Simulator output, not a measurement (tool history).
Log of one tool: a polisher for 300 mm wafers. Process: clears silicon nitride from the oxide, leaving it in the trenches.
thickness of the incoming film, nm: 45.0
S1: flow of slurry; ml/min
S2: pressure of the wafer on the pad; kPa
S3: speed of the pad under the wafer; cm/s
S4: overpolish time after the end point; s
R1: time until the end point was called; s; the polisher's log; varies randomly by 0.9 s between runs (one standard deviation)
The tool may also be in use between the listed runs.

{"run": 1, "hour": 0.0, "S1": 205, "S2": 11.7, "S3": 116, "S4": 7, "R1": 59.697}
{"run": 2, "hour": 2.1, "S1": 205, "S2": 11, "S3": 116, "S4": 7, "R1": 62.855}
{"run": 3, "hour": 8.3, "S1": 205, "S2": 13.8, "S3": 116, "S4": 7, "R1": 53.4}
{"run": 4, "hour": 15.5, "S1": 205, "S2": 13.1, "S3": 116, "S4": 7, "R1": 55.267}
{"run": 5, "hour": 20.5, "S1": 205, "S2": 11, "S3": 116, "S4": 7, "R1": 63.368}
{"run": 6, "hour": 23.1, "S1": 205, "S2": 10.3, "S3": 116, "S4": 7, "R1": 65.074}

For run 7, what comes out?
{"run": 7, "hour": 29.8, "S1": 205, "S2": 9.7, "S3": 116, "S4": 7, "R1": "?"}

Run 7 measured R1 70.417 s.

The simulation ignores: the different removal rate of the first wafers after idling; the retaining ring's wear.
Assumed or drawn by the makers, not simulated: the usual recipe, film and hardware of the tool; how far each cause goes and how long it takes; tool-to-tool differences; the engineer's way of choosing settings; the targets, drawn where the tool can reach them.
